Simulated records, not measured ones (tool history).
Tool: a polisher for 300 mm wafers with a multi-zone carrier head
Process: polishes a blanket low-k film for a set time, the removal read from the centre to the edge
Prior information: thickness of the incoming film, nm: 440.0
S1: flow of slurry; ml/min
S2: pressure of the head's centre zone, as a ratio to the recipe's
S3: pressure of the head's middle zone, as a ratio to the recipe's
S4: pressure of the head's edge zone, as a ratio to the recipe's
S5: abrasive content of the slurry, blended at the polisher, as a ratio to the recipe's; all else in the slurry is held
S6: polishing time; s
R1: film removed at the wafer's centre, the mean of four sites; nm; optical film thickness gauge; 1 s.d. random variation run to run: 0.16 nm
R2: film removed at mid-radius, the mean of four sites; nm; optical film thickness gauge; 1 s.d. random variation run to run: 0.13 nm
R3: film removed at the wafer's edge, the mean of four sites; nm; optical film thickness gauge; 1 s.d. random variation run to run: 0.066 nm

Run 1, day 0: S1 180 ml/min, S2 1, S3 1, S4 1, S5 1, S6 46 s. Result: R1 16.345 nm, R2 16.464 nm, R3 16.638 nm.
Run 2, day 0.246: S1 180 ml/min, S2 1, S3 1, S4 1, S5 1.1, S6 46 s. Result: R1 17.159 nm, R2 17.327 nm, R3 17.19 nm.
Run 3, day 0.558: S1 220 ml/min, S2 1, S3 1, S4 1, S5 1.1, S6 46 s. Result: R1 17.847 nm, R2 17.805 nm, R3 17.676 nm.
Run 4, day 0.821: S1 220 ml/min, S2 1, S3 1, S4 1.03, S5 1.1, S6 46 s. Result: R1 17.592 nm, R2 17.955 nm, R3 17.869 nm.
Run 5, day 1.033: S1 220 ml/min, S2 1.04, S3 1, S4 1.03, S5 1.1, S6 46 s. Result: R1 18.358 nm, R2 18.064 nm, R3 17.87 nm.
Run 6, day 1.075: S1 200 ml/min, S2 1.04, S3 1, S4 1.03, S5 1.1, S6 46 s. Result: R1 17.81 nm, R2 17.587 nm, R3 17.568 nm.
Run 7, day 1.246: S1 190 ml/min, S2 1.05, S3 1.02, S4 0.97, S5 0.9, S6 44 s. Result: R1 15.964 nm, R2 15.531 nm, R3 14.865 nm.

Run 8, settings as shown, results not yet in. Your forecast:
Run 8, day 1.346: S1 180 ml/min, S2 1.05, S3 1.02, S4 0.93, S5 0.8, S6 43 s. Result: R1 ?, R2 ?, R3 ?.

R1: 14.788 nm
R2: 14.39 nm
R3: 13.531 nm

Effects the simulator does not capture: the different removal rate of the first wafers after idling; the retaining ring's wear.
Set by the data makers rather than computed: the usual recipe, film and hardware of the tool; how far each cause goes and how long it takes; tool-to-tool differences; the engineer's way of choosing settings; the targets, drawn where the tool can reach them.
